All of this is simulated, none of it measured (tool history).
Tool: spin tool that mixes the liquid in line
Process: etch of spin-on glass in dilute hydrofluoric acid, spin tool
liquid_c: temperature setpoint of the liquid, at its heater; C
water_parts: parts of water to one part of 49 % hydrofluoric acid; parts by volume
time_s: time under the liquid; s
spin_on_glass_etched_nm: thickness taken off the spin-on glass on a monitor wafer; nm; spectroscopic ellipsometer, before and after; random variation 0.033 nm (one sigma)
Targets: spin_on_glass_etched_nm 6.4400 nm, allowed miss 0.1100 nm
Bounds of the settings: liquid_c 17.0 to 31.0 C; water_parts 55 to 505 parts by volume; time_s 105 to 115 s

run  hour  liquid_c  water_parts  time_s  spin_on_glass_etched_nm
  1   0.0      23.0          280     105                   9.6594
  2   2.6      23.0          325     105                   7.9800
  3   3.8      23.0          325     105                   7.9778
  4  11.9      23.0          325     105                   8.0311
  5  20.6      23.0          410     105                   5.8381
  6  25.1      21.5          410     105                   5.5283
  7  33.2      22.5          410     105                   5.7598
  8  41.1      23.5          410     105                   5.9309
  9  46.1      24.0          410     105                   6.0552
 10  48.2      24.5          410     105                   6.1068
 11  49.7      25.0          410     105                   6.2510

5 next moves are on the table. One of them brings every result within its allowed miss. Which?
  A  51.2      29.0          450     105                        ?
  B  51.2      24.5          425     110                        ?
  C  51.2      28.5          430     105                        ?
  D  51.2      26.5          425     105                        ?
  E  51.2      24.0          390     110                        ?

move  spin_on_glass_etched_nm
   A                   6.1936
   B                   6.1455
   C                   6.5145
   D                   6.2387
   E                   6.8106
A: further off than the last run
B: further off than the last run
C: meets every target
D: further off than the last run
E: takes the result that was furthest off past its target
Move C is the one to make.
